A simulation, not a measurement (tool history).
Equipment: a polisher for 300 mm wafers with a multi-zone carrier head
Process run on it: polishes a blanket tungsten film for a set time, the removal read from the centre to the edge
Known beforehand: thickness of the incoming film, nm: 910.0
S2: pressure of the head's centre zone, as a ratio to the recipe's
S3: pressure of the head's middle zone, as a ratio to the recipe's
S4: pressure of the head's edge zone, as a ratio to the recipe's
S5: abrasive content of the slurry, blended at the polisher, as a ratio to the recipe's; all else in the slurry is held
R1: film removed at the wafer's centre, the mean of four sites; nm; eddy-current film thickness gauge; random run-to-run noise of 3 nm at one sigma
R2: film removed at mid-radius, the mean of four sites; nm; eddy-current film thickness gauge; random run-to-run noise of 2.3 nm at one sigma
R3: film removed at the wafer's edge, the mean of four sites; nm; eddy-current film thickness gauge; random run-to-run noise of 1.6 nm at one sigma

{"run": 1, "hour": 0.0, "flow of slurry (ml/min)": 230, "S2": 1, "S3": 1, "S4": 1, "S5": 1, "polishing time (s)": 68, "R1": 281.77, "R2": 277.99, "R3": 275}
{"run": 2, "hour": 6.7, "flow of slurry (ml/min)": 230, "S2": 1, "S3": 1, "S4": 1, "S5": 1.1, "polishing time (s)": 68, "R1": 282.8, "R2": 288.59, "R3": 284.1}
{"run": 3, "hour": 14.7, "flow of slurry (ml/min)": 260, "S2": 1, "S3": 1, "S4": 1, "S5": 1.1, "polishing time (s)": 68, "R1": 285.99, "R2": 290.22, "R3": 287.46}
{"run": 4, "hour": 20.1, "flow of slurry (ml/min)": 230, "S2": 1, "S3": 1, "S4": 1, "S5": 1.1, "polishing time (s)": 68, "R1": 290.17, "R2": 291.08, "R3": 281.62}
{"run": 5, "hour": 27.2, "flow of slurry (ml/min)": 230, "S2": 1, "S3": 1, "S4": 1, "S5": 1.2, "polishing time (s)": 68, "R1": 293.78, "R2": 291.48, "R3": 291.7}
{"run": 6, "hour": 28.5, "flow of slurry (ml/min)": 230, "S2": 0.98, "S3": 1.02, "S4": 0.98, "S5": 1.2, "polishing time (s)": 68, "R1": 290, "R2": 299.53, "R3": 287.49}
{"run": 7, "hour": 32.3, "flow of slurry (ml/min)": 230, "S2": 0.96, "S3": 1.03, "S4": 0.97, "S5": 1.2, "polishing time (s)": 68, "R1": 285.09, "R2": 302.49, "R3": 286.98}

Estimate the outcome of run 8 from the log above:
{"run": 8, "hour": 40.7, "flow of slurry (ml/min)": 230, "S2": 0.94, "S3": 1.04, "S4": 0.96, "S5": 1.2, "polishing time (s)": 68, "R1": "?", "R2": "?", "R3": "?"}

Run 8 came out at R1 271.85 nm, R2 307.36 nm, R3 285.57 nm.
